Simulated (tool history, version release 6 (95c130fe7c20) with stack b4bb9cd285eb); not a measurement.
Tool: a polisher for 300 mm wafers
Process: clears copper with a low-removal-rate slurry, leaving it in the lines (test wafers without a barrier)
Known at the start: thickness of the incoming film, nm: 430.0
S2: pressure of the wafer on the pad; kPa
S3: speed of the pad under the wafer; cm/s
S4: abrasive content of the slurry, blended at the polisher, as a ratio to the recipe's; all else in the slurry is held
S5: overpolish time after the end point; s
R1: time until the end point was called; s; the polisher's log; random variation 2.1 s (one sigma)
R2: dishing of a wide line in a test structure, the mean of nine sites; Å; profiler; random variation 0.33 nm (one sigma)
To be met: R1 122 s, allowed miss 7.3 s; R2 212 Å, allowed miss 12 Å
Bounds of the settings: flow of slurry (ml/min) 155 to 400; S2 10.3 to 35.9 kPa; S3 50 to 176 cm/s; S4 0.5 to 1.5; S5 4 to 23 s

{"run": 1, "day": 0.0, "flow of slurry (ml/min)": 255, "S2": 22.8, "S3": 112, "S4": 1, "S5": 12, "R1": 119.87, "R2": 310.71}
{"run": 2, "day": 0.088, "flow of slurry (ml/min)": 255, "S2": 22.8, "S3": 112, "S4": 1, "S5": 11, "R1": 121.17, "R2": 289.79}
{"run": 3, "day": 0.45, "flow of slurry (ml/min)": 255, "S2": 18.6, "S3": 112, "S4": 1, "S5": 11, "R1": 133.51, "R2": 252.06}
{"run": 4, "day": 0.725, "flow of slurry (ml/min)": 255, "S2": 13.8, "S3": 112, "S4": 1, "S5": 11, "R1": 158.45, "R2": 224.96}
{"run": 5, "day": 0.75, "flow of slurry (ml/min)": 255, "S2": 13.8, "S3": 112, "S4": 1.2, "S5": 11, "R1": 148.61, "R2": 233.03}
{"run": 6, "day": 0.933, "flow of slurry (ml/min)": 255, "S2": 13.8, "S3": 112, "S4": 1.2, "S5": 9, "R1": 145.13, "R2": 197.97}
{"run": 7, "day": 1.183, "flow of slurry (ml/min)": 255, "S2": 14.5, "S3": 112, "S4": 1.2, "S5": 9, "R1": 146.37, "R2": 199.17}
{"run": 8, "day": 1.371, "flow of slurry (ml/min)": 255, "S2": 15.2, "S3": 112, "S4": 1.2, "S5": 9, "R1": 140.27, "R2": 205.77}
{"run": 9, "day": 1.442, "flow of slurry (ml/min)": 255, "S2": 15.9, "S3": 112, "S4": 1.2, "S5": 9, "R1": 141, "R2": 210.72}
{"run": 10, "day": 1.55, "flow of slurry (ml/min)": 255, "S2": 15.9, "S3": 112, "S4": 1.2, "S5": 9, "R1": 138.93, "R2": 199.05}
{"run": 11, "day": 1.896, "flow of slurry (ml/min)": 255, "S2": 16.5, "S3": 112, "S4": 1.2, "S5": 9, "R1": 136.17, "R2": 207.97}
{"run": 12, "day": 2.196, "flow of slurry (ml/min)": 255, "S2": 17.2, "S3": 112, "S4": 1.2, "S5": 9, "R1": 129.61, "R2": 213.25}
{"run": 13, "day": 2.271, "flow of slurry (ml/min)": 255, "S2": 17.9, "S3": 112, "S4": 1.2, "S5": 9, "R1": 130.39, "R2": 223.98}
{"run": 14, "day": 2.3, "flow of slurry (ml/min)": 255, "S2": 17.9, "S3": 112, "S4": 1.2, "S5": 9, "R1": 132.4, "R2": 213.97}

Which of these 5 next moves meets every target?
{"run": "A", "day": 2.329, "flow of slurry (ml/min)": 290, "S2": 17.2, "S3": 140, "S4": 1.3, "S5": 8, "R1": "?", "R2": "?"}
{"run": "B", "day": 2.329, "flow of slurry (ml/min)": 260, "S2": 23.4, "S3": 120, "S4": 1.25, "S5": 8, "R1": "?", "R2": "?"}
{"run": "C", "day": 2.329, "flow of slurry (ml/min)": 215, "S2": 17.9, "S3": 132, "S4": 1, "S5": 8, "R1": "?", "R2": "?"}
{"run": "D", "day": 2.329, "flow of slurry (ml/min)": 375, "S2": 15.2, "S3": 144, "S4": 1.3, "S5": 8, "R1": "?", "R2": "?"}
{"run": "E", "day": 2.329, "flow of slurry (ml/min)": 260, "S2": 17.9, "S3": 148, "S4": 1.25, "S5": 8, "R1": "?", "R2": "?"}

move=A R1=106.99 R2=232.42
move=B R1=104.04 R2=240.11
move=C R1=120.92 R2=208.43
move=D R1=109.14 R2=227.63
move=E R1=102.08 R2=242.57
A: takes the result that was furthest off past its target
B: takes the result that was furthest off past its target
C: meets every target
D: takes the result that was furthest off past its target
E: takes the result that was furthest off past its target
Answer: C
